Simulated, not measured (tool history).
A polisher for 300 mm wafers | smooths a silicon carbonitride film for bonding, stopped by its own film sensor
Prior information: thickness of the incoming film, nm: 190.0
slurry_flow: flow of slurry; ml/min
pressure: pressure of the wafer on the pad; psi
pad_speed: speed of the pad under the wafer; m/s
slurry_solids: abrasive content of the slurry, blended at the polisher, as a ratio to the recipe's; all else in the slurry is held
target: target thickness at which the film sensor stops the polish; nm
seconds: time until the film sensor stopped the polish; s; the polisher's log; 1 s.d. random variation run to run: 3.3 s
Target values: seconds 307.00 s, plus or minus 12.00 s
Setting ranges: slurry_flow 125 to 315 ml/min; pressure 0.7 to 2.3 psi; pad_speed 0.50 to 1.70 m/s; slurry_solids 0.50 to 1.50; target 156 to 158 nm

run,day,slurry_flow,pressure,pad_speed,slurry_solids,target,seconds
1,0.000,205,1.5,1.10,1.00,158,201.01
2,0.167,205,1.7,1.10,1.00,158,180.64
3,0.212,205,1.6,1.10,1.00,158,189.32
4,0.533,205,1.5,1.10,1.00,158,203.66
5,0.558,205,1.5,1.10,0.80,158,231.63
6,0.708,205,1.3,1.08,0.80,158,262.62
7,1.017,205,1.2,1.08,0.80,158,280.40
8,1.179,200,1.0,1.08,0.80,158,334.14
9,1.296,215,1.0,1.08,0.80,158,326.50
10,1.479,215,1.0,1.08,0.80,158,323.17
11,1.608,225,1.0,1.08,0.80,158,321.60
12,1.946,230,1.0,1.08,0.80,158,326.38
# day 2.000: head pressure recalibrated
13,2.000,230,1.1,1.08,0.80,158,277.70

Pick the move, out of 5, that brings all results within their allowed miss; only one does.
A,2.054,265,0.9,1.34,0.60,158,?
B,2.054,230,1.2,1.02,0.80,158,?
C,2.054,255,1.1,1.14,0.85,157,?
D,2.054,245,1.1,1.08,0.80,157,?
E,2.054,235,0.9,1.18,0.80,158,?

move,seconds
A,332.01
B,271.06
C,264.60
D,286.62
E,310.26
A: pushes the last run's worst result past its target
B: moves away from the targets compared with the last run
C: moves away from the targets compared with the last run
D: nearer the targets than the last run, but a result is still out of spec
E: all results in spec
Correct choice: E, which meets every target
